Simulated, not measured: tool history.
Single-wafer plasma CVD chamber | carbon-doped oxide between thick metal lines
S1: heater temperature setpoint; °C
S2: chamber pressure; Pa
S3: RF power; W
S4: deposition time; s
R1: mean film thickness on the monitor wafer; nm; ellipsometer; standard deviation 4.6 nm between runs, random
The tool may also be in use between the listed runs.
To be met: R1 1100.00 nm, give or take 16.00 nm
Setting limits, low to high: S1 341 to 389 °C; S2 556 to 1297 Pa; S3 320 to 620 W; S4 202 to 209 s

run 1 day=0.000 | S1=365 S2=927 S3=470 S4=202 | R1=932.51
run 2 day=0.042 | S1=365 S2=927 S3=470 S4=209 | R1=960.17
run 3 day=0.304 | S1=362 S2=969 S3=490 S4=209 | R1=1006.90
run 4 day=0.362 | S1=358 S2=969 S3=490 S4=209 | R1=1016.20
run 5 day=0.617 | S1=358 S2=969 S3=490 S4=202 | R1=987.58
run 6 day=0.979 | S1=358 S2=969 S3=490 S4=202 | R1=986.83
run 7 day=1.133 | S1=355 S2=1012 S3=500 S4=202 | R1=1025.70
run 8 day=1.354 | S1=352 S2=1040 S3=500 S4=202 | R1=1031.80
run 9 day=1.392 | S1=350 S2=1075 S3=505 S4=202 | R1=1051.30
run 10 day=1.608 | S1=348 S2=1096 S3=505 S4=202 | R1=1053.00
run 11 day=1.667 | S1=347 S2=1109 S3=510 S4=202 | R1=1069.80

Exercise: of the 4 proposed moves below, exactly one satisfies all targets within the stated allowed misses. Which move is it?
run A day=1.725 | S1=347 S2=988 S3=535 S4=202 | R1=?
run B day=1.725 | S1=350 S2=1088 S3=505 S4=202 | R1=?
run C day=1.725 | S1=345 S2=1168 S3=495 S4=202 | R1=?
run D day=1.725 | S1=342 S2=1179 S3=475 S4=203 | R1=?

move=A R1=1111.40
move=B R1=1055.60
move=C R1=1058.50
move=D R1=1034.50
A: all results in spec
B: moves away from the targets compared with the last run
C: moves away from the targets compared with the last run
D: moves away from the targets compared with the last run
A meets every target.
